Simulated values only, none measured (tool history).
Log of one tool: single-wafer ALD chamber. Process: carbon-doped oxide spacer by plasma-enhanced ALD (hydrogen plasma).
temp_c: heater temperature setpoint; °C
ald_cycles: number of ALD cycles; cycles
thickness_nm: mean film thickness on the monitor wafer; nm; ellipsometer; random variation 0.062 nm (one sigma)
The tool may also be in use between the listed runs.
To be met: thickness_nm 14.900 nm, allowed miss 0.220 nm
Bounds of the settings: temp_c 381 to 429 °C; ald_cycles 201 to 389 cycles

run,hour,temp_c,ald_cycles,thickness_nm
1,0.0,405,295,13.860
2,7.8,413,295,13.598
3,12.6,410,298,13.751
4,15.9,407,300,14.005
5,22.1,403,300,14.369
6,28.1,403,284,13.426
7,33.7,400,286,13.638
8,36.3,398,288,13.806
9,45.8,396,290,13.841
10,54.7,395,293,13.951

Which of these 4 next moves meets every target?
A,63.6,384,301,?
B,63.6,384,311,?
C,63.6,393,300,?
D,63.6,404,329,?

move,thickness_nm
A,14.422
B,14.902
C,14.375
D,15.574
A: nearer than the last run, and not there yet
B: meets every target
C: nearer than the last run, and not there yet
D: takes the result that was furthest off past its target
Answer: B
